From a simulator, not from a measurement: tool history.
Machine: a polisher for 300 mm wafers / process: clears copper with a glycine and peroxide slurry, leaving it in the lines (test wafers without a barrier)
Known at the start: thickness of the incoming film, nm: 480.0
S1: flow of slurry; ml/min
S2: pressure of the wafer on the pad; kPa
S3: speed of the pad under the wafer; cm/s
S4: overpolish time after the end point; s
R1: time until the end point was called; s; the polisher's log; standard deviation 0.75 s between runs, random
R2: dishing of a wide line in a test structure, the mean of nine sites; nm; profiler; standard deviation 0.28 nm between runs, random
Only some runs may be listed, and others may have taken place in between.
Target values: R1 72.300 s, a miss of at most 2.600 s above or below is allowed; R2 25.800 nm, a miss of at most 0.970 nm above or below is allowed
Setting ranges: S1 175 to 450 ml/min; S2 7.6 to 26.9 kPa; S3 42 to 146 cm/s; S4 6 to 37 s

{"run": 1, "day": 0.0, "S1": 290, "S2": 17.2, "S3": 94, "S4": 19, "R1": 112.37, "R2": 24.91}
{"run": 2, "day": 0.129, "S1": 245, "S2": 17.2, "S3": 94, "S4": 19, "R1": 115.82, "R2": 24.917}
{"run": 3, "day": 0.221, "S1": 245, "S2": 17.2, "S3": 94, "S4": 16, "R1": 115.59, "R2": 23.674}
{"run": 4, "day": 0.596, "S1": 210, "S2": 17.2, "S3": 94, "S4": 16, "R1": 120.15, "R2": 23.487}
{"run": 5, "day": 0.762, "S1": 235, "S2": 19.3, "S3": 94, "S4": 16, "R1": 108.3, "R2": 23.944}
{"run": 6, "day": 0.996, "S1": 235, "S2": 19.3, "S3": 94, "S4": 12, "R1": 109.04, "R2": 21.358}
{"run": 7, "day": 1.258, "S1": 240, "S2": 24.1, "S3": 102, "S4": 18, "R1": 86.737, "R2": 25.825}
{"run": 8, "day": 1.288, "S1": 255, "S2": 24.8, "S3": 104, "S4": 18, "R1": 83.279, "R2": 25.706}
{"run": 9, "day": 1.4, "S1": 260, "S2": 25.5, "S3": 106, "S4": 18, "R1": 79.223, "R2": 25.419}
{"run": 10, "day": 1.475, "S1": 265, "S2": 25.5, "S3": 106, "S4": 18, "R1": 79.199, "R2": 25.232}
{"run": 11, "day": 1.671, "S1": 270, "S2": 25.5, "S3": 106, "S4": 18, "R1": 78.83, "R2": 24.98}
{"run": 12, "day": 1.883, "S1": 275, "S2": 25.5, "S3": 106, "S4": 18, "R1": 78.989, "R2": 25.724}
{"run": 13, "day": 2.058, "S1": 280, "S2": 25.5, "S3": 108, "S4": 18, "R1": 77.644, "R2": 25.34}
{"run": 14, "day": 2.283, "S1": 285, "S2": 25.5, "S3": 108, "S4": 18, "R1": 77.758, "R2": 25.51}

Exactly one of the 4 candidate moves below puts every result within its allowed miss. Which one?
{"run": "A", "day": 2.508, "S1": 275, "S2": 26.9, "S3": 112, "S4": 12, "R1": "?", "R2": "?"}
{"run": "B", "day": 2.508, "S1": 300, "S2": 26.9, "S3": 112, "S4": 20, "R1": "?", "R2": "?"}
{"run": "C", "day": 2.508, "S1": 350, "S2": 24.1, "S3": 122, "S4": 12, "R1": "?", "R2": "?"}
{"run": "D", "day": 2.508, "S1": 315, "S2": 26.9, "S3": 126, "S4": 11, "R1": "?", "R2": "?"}

move=A R1=73.307 R2=23.715
move=B R1=72.651 R2=25.537
move=C R1=72.164 R2=23.737
move=D R1=65.317 R2=23.648
A: the furthest-off result lands on target, but another misses its tolerance
B: hits every target within its allowed miss
C: the furthest-off result lands on target, but another misses its tolerance
D: takes the biggest miss from the last run beyond its target
So the answer is move B, the one that meets all the targets.

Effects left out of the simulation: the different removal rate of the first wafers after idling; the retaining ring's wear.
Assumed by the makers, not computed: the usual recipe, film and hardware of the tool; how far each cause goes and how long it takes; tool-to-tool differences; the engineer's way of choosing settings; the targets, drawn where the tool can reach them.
